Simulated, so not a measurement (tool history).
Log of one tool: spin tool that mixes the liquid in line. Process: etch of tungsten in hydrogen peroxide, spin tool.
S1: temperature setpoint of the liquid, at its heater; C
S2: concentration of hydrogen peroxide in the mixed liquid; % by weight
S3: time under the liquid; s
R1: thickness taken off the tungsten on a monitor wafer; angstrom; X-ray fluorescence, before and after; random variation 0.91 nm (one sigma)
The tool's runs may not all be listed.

run	hour	S1	S2	S3	R1
1	0	45	19.5	55	313.15
2	8.8	45	16	55	285.79
3	10.9	45	12	55	242.1
4	16.8	45	15	55	274.04
5	24.6	46.5	15.5	55	302.13
6	25.3	46.5	18.5	55	335.83
# hour 32.3: thermometer replaced
7	32.3	48	19	55	418.45

The next listed run, before its measurement:
8	40.6	49	19	55	?

Run 8 gave R1 451.9 angstrom.

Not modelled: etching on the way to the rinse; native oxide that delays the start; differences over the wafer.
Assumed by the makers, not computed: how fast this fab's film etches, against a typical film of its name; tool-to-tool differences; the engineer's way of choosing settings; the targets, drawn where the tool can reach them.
